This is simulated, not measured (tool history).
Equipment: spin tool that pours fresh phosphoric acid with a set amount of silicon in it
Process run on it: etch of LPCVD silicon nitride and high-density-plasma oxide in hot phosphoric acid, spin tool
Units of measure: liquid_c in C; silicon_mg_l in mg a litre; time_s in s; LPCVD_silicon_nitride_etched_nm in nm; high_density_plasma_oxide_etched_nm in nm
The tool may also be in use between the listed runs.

| run | hour | liquid_c | silicon_mg_l | time_s | LPCVD_silicon_nitride_etched_nm | high_density_plasma_oxide_etched_nm |
|---|---|---|---|---|---|---|
| 1 | 0.0 | 164.0 | 30.0 | 95 | 10.1440 | 0.21176 |
| 2 | 7.6 | 164.0 | 30.0 | 115 | 12.3580 | 0.24826 |
| 3 | 12.8 | 164.0 | 30.0 | 100 | 10.6170 | 0.16172 |
| 4 | 19.6 | 164.0 | 30.0 | 120 | 12.6690 | 0.27483 |
| 5 | 25.2 | 166.0 | 30.0 | 120 | 13.6110 | 0.27046 |
| 6 | 30.2 | 166.0 | 30.0 | 85 | 9.7045 | 0.19442 |
| 7 | 33.9 | 166.5 | 30.0 | 100 | 11.5880 | 0.21496 |
| 8 | 35.1 | 168.0 | 22.0 | 145 | 17.4870 | 0.47870 |
| 9 | 41.0 | 168.0 | 23.0 | 145 | 17.4190 | 0.52465 |
| 10 | 46.1 | 168.0 | 24.5 | 145 | 17.4670 | 0.49020 |

Forecast run 11:
| 11 | 46.7 | 168.0 | 26.0 | 145 | ? | ? |

LPCVD_silicon_nitride_etched_nm: 17.4670 nm
high_density_plasma_oxide_etched_nm: 0.37116 nm
